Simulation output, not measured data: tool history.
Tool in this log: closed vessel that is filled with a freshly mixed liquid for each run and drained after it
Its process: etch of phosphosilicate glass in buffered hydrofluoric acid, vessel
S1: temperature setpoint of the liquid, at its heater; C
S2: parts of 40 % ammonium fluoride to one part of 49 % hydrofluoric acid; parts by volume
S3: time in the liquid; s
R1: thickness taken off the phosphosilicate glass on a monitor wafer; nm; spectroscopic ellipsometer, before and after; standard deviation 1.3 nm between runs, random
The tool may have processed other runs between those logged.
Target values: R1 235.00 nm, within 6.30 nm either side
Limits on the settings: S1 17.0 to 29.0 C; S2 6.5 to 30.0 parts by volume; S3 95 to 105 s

run 1 hour=0.0 | S1=21.0 S2=19.5 S3=95 | R1=172.22
run 2 hour=7.3 | S1=21.0 S2=19.5 S3=95 | R1=172.75
run 3 hour=12.0 | S1=22.5 S2=19.5 S3=95 | R1=185.63
run 4 hour=17.7 | S1=23.5 S2=19.5 S3=95 | R1=198.84
run 5 hour=25.9 | S1=20.0 S2=19.5 S3=95 | R1=163.49
run 6 hour=31.2 | S1=22.0 S2=19.5 S3=95 | R1=182.07
run 7 hour=39.6 | S1=23.0 S2=19.5 S3=95 | R1=194.19
run 8 hour=41.2 | S1=24.0 S2=19.5 S3=95 | R1=205.88
run 9 hour=43.3 | S1=24.5 S2=19.5 S3=95 | R1=209.86

Of the 4 settings listed for the next run, only one would bring every result within its allowed miss of target. Which one?
run A hour=45.4 | S1=29.0 S2=30.0 S3=105 | R1=?
run B hour=45.4 | S1=23.5 S2=19.5 S3=95 | R1=?
run C hour=45.4 | S1=26.5 S2=21.0 S3=100 | R1=?
run D hour=45.4 | S1=24.5 S2=24.5 S3=95 | R1=?

move=A R1=217.51
move=B R1=197.82
move=C R1=231.23
move=D R1=177.25
A: better than the last run, though not everything is in spec
B: lands further from the targets than the last run did
C: all results in spec
D: lands further from the targets than the last run did
The move that meets every target is C.
